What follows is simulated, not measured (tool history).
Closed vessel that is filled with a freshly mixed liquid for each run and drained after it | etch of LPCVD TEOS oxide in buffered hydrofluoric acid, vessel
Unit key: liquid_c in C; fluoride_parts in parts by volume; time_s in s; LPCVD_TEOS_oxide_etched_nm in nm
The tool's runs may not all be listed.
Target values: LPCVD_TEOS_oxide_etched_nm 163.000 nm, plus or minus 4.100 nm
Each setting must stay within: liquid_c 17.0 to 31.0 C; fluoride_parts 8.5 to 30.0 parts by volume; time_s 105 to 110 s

| run | hour | liquid_c | fluoride_parts | time_s | LPCVD_TEOS_oxide_etched_nm |
|---|---|---|---|---|---|
| 1 | 0.0 | 23.0 | 23.5 | 105 | 110.210 |
| 2 | 1.2 | 24.0 | 23.5 | 105 | 117.010 |
| 3 | 5.2 | 24.0 | 23.5 | 105 | 116.770 |
| 4 | 11.3 | 22.0 | 23.5 | 105 | 104.710 |
| 5 | 16.3 | 22.0 | 29.5 | 105 | 88.495 |
|  | 19.2 | hydrofluoric acid flow meter replaced |
| 6 | 19.2 | 23.0 | 29.0 | 105 | 98.612 |
| 7 | 26.9 | 24.0 | 29.0 | 105 | 104.430 |
| 8 | 30.2 | 25.0 | 29.0 | 105 | 110.280 |
| 9 | 30.7 | 26.0 | 29.0 | 105 | 116.230 |
| 10 | 35.8 | 30.0 | 26.0 | 105 | 155.810 |
| 11 | 43.9 | 30.0 | 26.0 | 105 | 155.740 |

5 candidate next runs follow, results not yet known. Just one meets every target within its allowed miss. Identify it.
| A | 52.0 | 31.0 | 28.5 | 105 | ? |
| B | 52.0 | 29.5 | 27.0 | 105 | ? |
| C | 52.0 | 27.0 | 23.0 | 110 | ? |
| D | 52.0 | 27.0 | 19.5 | 105 | ? |
| E | 52.0 | 29.0 | 28.5 | 110 | ? |

| move | LPCVD_TEOS_oxide_etched_nm |
|---|---|
| A | 153.970 |
| B | 147.520 |
| C | 150.870 |
| D | 162.510 |
| E | 145.030 |
A: its largest miss is bigger than the last run's
B: its largest miss is bigger than the last run's
C: its largest miss is bigger than the last run's
D: each result inside its tolerance
E: its largest miss is bigger than the last run's
D is the move that brings every result within its allowed miss.
